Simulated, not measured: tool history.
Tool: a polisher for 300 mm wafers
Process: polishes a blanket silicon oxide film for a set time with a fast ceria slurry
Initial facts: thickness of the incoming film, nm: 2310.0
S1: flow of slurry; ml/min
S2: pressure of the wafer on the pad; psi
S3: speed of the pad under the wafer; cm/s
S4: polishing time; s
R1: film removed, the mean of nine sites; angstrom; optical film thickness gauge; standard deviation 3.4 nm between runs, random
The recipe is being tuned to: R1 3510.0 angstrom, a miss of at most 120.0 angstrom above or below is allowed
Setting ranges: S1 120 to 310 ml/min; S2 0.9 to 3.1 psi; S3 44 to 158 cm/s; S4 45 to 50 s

run,hour,S1,S2,S3,S4,R1
1,0.0,200,2.0,100,50,6514.7
2,1.1,200,1.6,100,50,5503.9
3,6.1,200,1.6,120,50,6439.0
4,8.1,195,1.4,110,50,5283.0
5,15.1,170,1.4,110,50,5311.2
6,17.2,170,1.2,104,50,4391.7
7,17.8,170,1.1,102,50,4146.7
8,19.7,170,1.1,102,50,4089.5
9,24.0,170,1.0,100,50,3746.9

Below are 4 possible settings for the next run. Only one of them brings all results inside the allowed miss of their targets. Which is it?
A,28.3,155,1.2,98,46,?
B,28.3,185,1.1,106,46,?
C,28.3,135,1.0,98,50,?
D,28.3,165,1.1,96,50,?

move,R1
A,3801.3
B,3975.6
C,3530.5
D,3851.1
A: further off than the last run
B: further off than the last run
C: hits every target within its allowed miss
D: further off than the last run
Go with C: it meets all targets.

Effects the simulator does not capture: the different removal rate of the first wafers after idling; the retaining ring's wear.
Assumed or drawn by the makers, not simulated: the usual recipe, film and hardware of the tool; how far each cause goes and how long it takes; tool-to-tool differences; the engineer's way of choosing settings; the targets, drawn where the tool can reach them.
